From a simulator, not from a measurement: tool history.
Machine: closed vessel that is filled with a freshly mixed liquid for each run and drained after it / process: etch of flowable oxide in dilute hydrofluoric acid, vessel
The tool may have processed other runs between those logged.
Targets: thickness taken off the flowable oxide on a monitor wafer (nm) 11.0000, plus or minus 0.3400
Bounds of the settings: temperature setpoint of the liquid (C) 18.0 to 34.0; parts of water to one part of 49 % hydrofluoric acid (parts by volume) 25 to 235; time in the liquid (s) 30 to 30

run	hour	temperature setpoint of the liquid (C)	parts of water to one part of 49 % hydrofluoric acid (parts by volume)	time in the liquid (s)	thickness taken off the flowable oxide on a monitor wafer (nm)
1	0.0	26.0	130	30	4.8368
2	6.7	23.5	130	30	4.3988
3	7.8	25.0	120	30	5.0735
4	12.3	25.0	120	30	5.1392
5	19.8	26.5	110	30	5.9656
6	20.7	26.5	110	30	6.0383
7	27.0	27.5	105	30	6.5478
8	31.1	28.5	100	30	7.1822
9	37.6	29.5	95	30	8.0464
10	42.3	29.5	95	30	7.9451
11	48.0	30.0	95	30	8.1380
12	56.9	30.5	95	30	8.1673
13	62.2	34.0	70	30	13.3200
14	65.2	33.5	70	30	13.0640
15	68.4	29.5	75	30	10.4600

Pick the move, out of 5, that brings all results within their allowed miss; only one does.
A	71.6	27.5	75	30	?
B	71.6	26.5	65	30	?
C	71.6	28.5	75	30	?
D	71.6	30.5	80	30	?
E	71.6	27.0	70	30	?

move	thickness taken off the flowable oxide on a monitor wafer (nm)
A	9.8009
B	11.0400
C	10.1880
D	10.2270
E	10.3770
A: moves away from the targets compared with the last run
B: hits every target within its allowed miss
C: moves away from the targets compared with the last run
D: moves away from the targets compared with the last run
E: moves away from the targets compared with the last run
Correct choice: B, which meets every target

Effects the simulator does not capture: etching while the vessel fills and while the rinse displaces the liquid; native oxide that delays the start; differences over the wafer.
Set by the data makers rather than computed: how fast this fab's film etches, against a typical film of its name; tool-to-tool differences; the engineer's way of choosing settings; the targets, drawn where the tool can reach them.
